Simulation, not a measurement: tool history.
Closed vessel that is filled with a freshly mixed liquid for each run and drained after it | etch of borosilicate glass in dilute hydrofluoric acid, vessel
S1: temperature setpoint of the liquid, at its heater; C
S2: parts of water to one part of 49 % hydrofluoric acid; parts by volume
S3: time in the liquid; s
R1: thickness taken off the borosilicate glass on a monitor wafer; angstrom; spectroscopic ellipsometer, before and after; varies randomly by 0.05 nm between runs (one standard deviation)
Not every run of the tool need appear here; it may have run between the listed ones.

| run | hour | S1 | S2 | S3 | R1 |
|---|---|---|---|---|---|
| 1 | 0 | 26 | 135 | 45 | 95.337 |
| 2 | 3.3 | 29.5 | 135 | 45 | 107.64 |
| 3 | 10.4 | 27.5 | 135 | 45 | 100.15 |
| 4 | 15.8 | 26 | 140 | 45 | 90.447 |
| 5 | 18.8 | 25 | 145 | 45 | 83.334 |
| 6 | 19.7 | 27.5 | 145 | 45 | 92.931 |
| 7 | 28.3 | 26 | 150 | 45 | 84.274 |
| 8 | 34.4 | 25 | 155 | 45 | 78.141 |
| 9 | 40.7 | 25 | 155 | 45 | 77.366 |
| 10 | 46.2 | 24 | 155 | 45 | 74.091 |
| 11 | 53.6 | 23 | 155 | 45 | 72.93 |
| 12 | 60.7 | 22.5 | 160 | 45 | 68.841 |

What does the tool deliver on the next run?
| 13 | 68.5 | 22 | 160 | 45 | ? |

{"run 13": {"R1": 67.067}}

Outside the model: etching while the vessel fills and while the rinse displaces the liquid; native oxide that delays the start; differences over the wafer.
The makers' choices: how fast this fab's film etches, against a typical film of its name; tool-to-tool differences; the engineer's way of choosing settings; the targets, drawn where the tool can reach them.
